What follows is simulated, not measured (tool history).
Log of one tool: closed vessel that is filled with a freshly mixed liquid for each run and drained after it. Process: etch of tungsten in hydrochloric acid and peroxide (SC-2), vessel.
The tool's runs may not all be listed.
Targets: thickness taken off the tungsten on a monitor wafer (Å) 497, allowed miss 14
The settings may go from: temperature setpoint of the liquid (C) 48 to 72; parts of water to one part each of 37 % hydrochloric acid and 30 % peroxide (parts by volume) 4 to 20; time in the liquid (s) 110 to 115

run  hour  temperature setpoint of the liquid (C)  parts of water to one part each of 37 % hydrochloric acid and 30 % peroxide (parts by volume)  time in the liquid (s)  thickness taken off the tungsten on a monitor wafer (Å)
  1     0                                      64                                                                                             11                     110                                                   284.71
  2   7.3                                    61.5                                                                                             11                     110                                                   244.02
  3  13.5                                    64.5                                                                                           10.5                     110                                                   304.83
  4  16.7                                    64.5                                                                                            8.5                     110                                                    359.7
  5  20.3                                      66                                                                                            8.5                     110                                                   395.03
  6  21.6                                      66                                                                                            8.5                     110                                                   400.45
  7  25.2                                      67                                                                                            8.5                     110                                                   421.14
  8  30.1                                      68                                                                                            8.5                     110                                                   447.79
  9  38.2                                    68.5                                                                                            8.5                     110                                                   461.65
 10    44                                      69                                                                                            8.5                     110                                                   475.99

5 next moves are on the table. One of them brings every result within its allowed miss. Which?
  A  49.8                                    69.5                                                                                              9                     110                                                        ?
  B  49.8                                    67.5                                                                                              9                     115                                                        ?
  C  49.8                                      72                                                                                            9.5                     115                                                        ?
  D  49.8                                    62.5                                                                                              5                     115                                                        ?
  E  49.8                                    70.5                                                                                            9.5                     110                                                        ?

move  thickness taken off the tungsten on a monitor wafer (Å)
   A                                                    466.4
   B                                                   432.77
   C                                                   540.36
   D                                                   501.55
   E                                                    473.3
A: further off than the last run
B: further off than the last run
C: takes the result that was furthest off past its target
D: meets every target
E: further off than the last run
The right move is D.
